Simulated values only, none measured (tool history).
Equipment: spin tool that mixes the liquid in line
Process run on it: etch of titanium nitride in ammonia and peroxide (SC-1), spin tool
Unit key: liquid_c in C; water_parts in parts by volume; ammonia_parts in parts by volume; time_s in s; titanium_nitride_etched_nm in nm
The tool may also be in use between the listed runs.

run 1 hour=0.0 | liquid_c=59.0 water_parts=7.0 ammonia_parts=0.6 time_s=295 | titanium_nitride_etched_nm=37.072
run 2 hour=4.7 | liquid_c=59.0 water_parts=7.0 ammonia_parts=0.5 time_s=295 | titanium_nitride_etched_nm=36.082
run 3 hour=10.1 | liquid_c=58.5 water_parts=7.0 ammonia_parts=0.5 time_s=295 | titanium_nitride_etched_nm=34.750
run 4 hour=16.4 | liquid_c=65.0 water_parts=7.0 ammonia_parts=0.5 time_s=295 | titanium_nitride_etched_nm=52.986
run 5 hour=23.1 | liquid_c=63.5 water_parts=7.0 ammonia_parts=0.5 time_s=295 | titanium_nitride_etched_nm=48.221
run 6 hour=28.6 | liquid_c=63.5 water_parts=7.0 ammonia_parts=0.5 time_s=295 | titanium_nitride_etched_nm=48.404
run 7 hour=34.3 | liquid_c=62.0 water_parts=7.0 ammonia_parts=0.5 time_s=295 | titanium_nitride_etched_nm=44.303

Run 8 has not been measured yet. What should we expect?
run 8 hour=35.1 | liquid_c=61.0 water_parts=7.0 ammonia_parts=0.5 time_s=295 | titanium_nitride_etched_nm=?

Run 8 measured titanium_nitride_etched_nm 41.056 nm.
